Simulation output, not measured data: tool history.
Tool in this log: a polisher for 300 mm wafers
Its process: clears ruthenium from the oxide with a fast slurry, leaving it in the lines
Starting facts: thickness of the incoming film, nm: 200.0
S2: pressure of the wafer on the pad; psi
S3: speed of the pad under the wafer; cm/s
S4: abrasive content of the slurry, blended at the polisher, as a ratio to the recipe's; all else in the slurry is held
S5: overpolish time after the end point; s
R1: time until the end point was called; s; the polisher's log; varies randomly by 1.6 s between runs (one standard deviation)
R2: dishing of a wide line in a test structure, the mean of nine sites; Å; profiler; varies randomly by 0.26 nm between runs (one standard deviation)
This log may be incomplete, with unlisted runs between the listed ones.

Run 1, hour 0.0: flow of slurry (ml/min) 275, S2 1.7 psi, S3 76 cm/s, S4 1.00, S5 21 s. Result: R1 114.25 s, R2 256.90 Å.
Run 2, hour 5.6: flow of slurry (ml/min) 275, S2 1.7 psi, S3 76 cm/s, S4 0.85, S5 21 s. Result: R1 130.92 s, R2 234.70 Å.
Run 3, hour 14.2: flow of slurry (ml/min) 275, S2 1.7 psi, S3 70 cm/s, S4 0.85, S5 21 s. Result: R1 142.62 s, R2 222.59 Å.
Run 4, hour 21.2: flow of slurry (ml/min) 210, S2 1.7 psi, S3 70 cm/s, S4 0.85, S5 21 s. Result: R1 145.97 s, R2 203.36 Å.
Run 5, hour 24.1: flow of slurry (ml/min) 210, S2 1.5 psi, S3 70 cm/s, S4 0.85, S5 21 s. Result: R1 158.69 s, R2 190.94 Å.
Run 6, hour 32.7: flow of slurry (ml/min) 215, S2 1.6 psi, S3 70 cm/s, S4 0.85, S5 19 s. Result: R1 152.33 s, R2 178.56 Å.
Run 7, hour 41.7: flow of slurry (ml/min) 225, S2 1.7 psi, S3 70 cm/s, S4 0.85, S5 17 s. Result: R1 143.49 s, R2 168.41 Å.

Run 8 is up next; what results do you expect?
Run 8, hour 44.5: flow of slurry (ml/min) 235, S2 1.8 psi, S3 70 cm/s, S4 0.85, S5 16 s. Result: R1 ?, R2 ?.

R1: 137.32 s
R2: 171.52 Å
